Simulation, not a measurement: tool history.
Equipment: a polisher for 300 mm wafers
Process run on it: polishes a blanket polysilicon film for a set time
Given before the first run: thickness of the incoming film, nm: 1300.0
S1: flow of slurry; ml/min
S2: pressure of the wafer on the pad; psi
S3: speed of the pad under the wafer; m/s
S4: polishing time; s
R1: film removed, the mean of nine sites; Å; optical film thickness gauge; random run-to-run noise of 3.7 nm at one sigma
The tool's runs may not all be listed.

run 1 hour=0 | S1=140 S2=2 S3=1.3 S4=35 | R1=2163.7
run 2 hour=4.3 | S1=145 S2=2.2 S3=1.3 S4=35 | R1=2468
run 3 hour=7.2 | S1=145 S2=2.2 S3=1.3 S4=31 | R1=2151.1
run 4 hour=9.7 | S1=145 S2=2.2 S3=1.3 S4=31 | R1=2165
run 5 hour=13.9 | S1=145 S2=1.8 S3=1.3 S4=31 | R1=1822.2
run 6 hour=19.7 | S1=150 S2=2.1 S3=1.32 S4=31 | R1=2056.3

What will run 7 give?
run 7 hour=25.7 | S1=145 S2=2.3 S3=1.34 S4=31 | R1=?

Run 7 measured R1 2303.5 Å.

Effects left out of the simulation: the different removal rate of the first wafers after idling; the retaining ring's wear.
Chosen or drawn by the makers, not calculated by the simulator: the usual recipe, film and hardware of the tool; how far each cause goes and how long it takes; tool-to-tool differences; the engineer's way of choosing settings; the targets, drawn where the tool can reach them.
